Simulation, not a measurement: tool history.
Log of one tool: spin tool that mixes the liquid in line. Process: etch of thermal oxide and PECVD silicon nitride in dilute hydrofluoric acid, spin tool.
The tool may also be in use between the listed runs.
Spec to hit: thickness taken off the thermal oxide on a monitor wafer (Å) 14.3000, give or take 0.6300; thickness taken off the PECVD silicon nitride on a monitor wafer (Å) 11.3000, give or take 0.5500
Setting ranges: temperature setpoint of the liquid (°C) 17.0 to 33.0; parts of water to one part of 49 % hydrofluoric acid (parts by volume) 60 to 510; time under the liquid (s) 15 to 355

run    day  temperature setpoint of the liquid (°C)  parts of water to one part of 49 % hydrofluoric acid (parts by volume)  time under the liquid (s)  thickness taken off the thermal oxide on a monitor wafer (Å)  thickness taken off the PECVD silicon nitride on a monitor wafer (Å)
  1  0.000                                     25.0                                                                     285                        180                                                       25.6710                                                               18.4090
  2  0.046                                     25.0                                                                     300                        180                                                       24.3470                                                               17.4670
  3  0.354                                     22.5                                                                     300                        180                                                       22.1680                                                               14.8580
  4  0.388                                     22.5                                                                     300                        120                                                       14.4270                                                               10.0510
  5  0.558                                     23.0                                                                     305                        120                                                       14.3150                                                               10.3950
  6  0.829                                     23.0                                                                     305                         55                                                        6.7346                                                                4.6879
  7  0.971                                     24.0                                                                     290                         55                                                        7.3218                                                                5.1320
  8  1.188                                     24.0                                                                     290                         55                                                        7.4103                                                                5.1145
  9  1.371                                     25.0                                                                     285                         60                                                        8.6466                                                                6.3242
 10  1.654                                     25.5                                                                     275                         60                                                        8.9732                                                                6.6906
 11  1.900                                     26.0                                                                     265                         60                                                        9.6130                                                                7.1312
 12  2.096                                     26.5                                                                     255                         60                                                       10.5630                                                                7.3805
 13  2.458                                     27.0                                                                     255                         60                                                       10.6910                                                                7.9954
 14  2.521                                     27.5                                                                     250                         60                                                       11.2440                                                                7.9519
 15  2.788                                     28.0                                                                     250                         60                                                       11.3550                                                                8.3470

Of the 4 settings listed for the next run, only one would bring every result within its allowed miss of target. Which one?
  A  3.054                                     33.0                                                                     500                        150                                                             ?                                                                     ?
  B  3.054                                     32.5                                                                     470                        140                                                             ?                                                                     ?
  C  3.054                                     26.0                                                                     260                         85                                                             ?                                                                     ?
  D  3.054                                     29.5                                                                     270                         80                                                             ?                                                                     ?

move  thickness taken off the thermal oxide on a monitor wafer (Å)  thickness taken off the PECVD silicon nitride on a monitor wafer (Å)
   A                                                       12.3930                                                               13.4220
   B                                                       12.4950                                                               13.0250
   C                                                       13.8580                                                               10.0330
   D                                                       13.9880                                                               11.1940
A: takes the result that was furthest off past its target
B: takes the result that was furthest off past its target
C: gains on the last run, yet a result remains outside its allowed miss
D: hits every target within its allowed miss
The right move is D.
